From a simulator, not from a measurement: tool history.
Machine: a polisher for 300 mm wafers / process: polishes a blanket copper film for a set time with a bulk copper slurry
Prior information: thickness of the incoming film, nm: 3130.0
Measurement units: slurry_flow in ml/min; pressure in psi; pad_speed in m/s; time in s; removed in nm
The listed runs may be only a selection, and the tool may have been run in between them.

run 1 hour=0.0 | slurry_flow=165 pressure=2.2 pad_speed=1.20 slurry_solids=1.0 time=25 | removed=187.67
run 2 hour=4.7 | slurry_flow=165 pressure=2.4 pad_speed=1.22 slurry_solids=1.0 time=25 | removed=212.46
run 3 hour=6.0 | slurry_flow=165 pressure=2.6 pad_speed=1.22 slurry_solids=1.0 time=25 | removed=229.24
run 4 hour=8.6 | slurry_flow=165 pressure=2.6 pad_speed=1.22 slurry_solids=1.0 time=22 | removed=199.98
run 5 hour=16.0 | slurry_flow=165 pressure=3.0 pad_speed=1.22 slurry_solids=1.0 time=22 | removed=234.14
run 6 hour=18.6 | slurry_flow=165 pressure=3.1 pad_speed=1.28 slurry_solids=1.0 time=22 | removed=245.66
run 7 hour=23.3 | slurry_flow=165 pressure=3.2 pad_speed=1.36 slurry_solids=1.0 time=22 | removed=263.79
run 8 hour=29.1 | slurry_flow=165 pressure=3.3 pad_speed=1.44 slurry_solids=1.0 time=22 | removed=295.63
run 9 hour=32.0 | slurry_flow=165 pressure=3.3 pad_speed=1.48 slurry_solids=1.0 time=22 | removed=299.88
run 10 hour=33.7 | slurry_flow=165 pressure=3.3 pad_speed=1.48 slurry_solids=1.0 time=22 | removed=298.15
run 11 hour=37.1 | slurry_flow=165 pressure=3.3 pad_speed=1.52 slurry_solids=1.0 time=22 | removed=315.41

What will run 12 give?
run 12 hour=41.6 | slurry_flow=165 pressure=3.3 pad_speed=1.54 slurry_solids=1.0 time=22 | removed=?

{"run 12": {"removed": 324.24}}
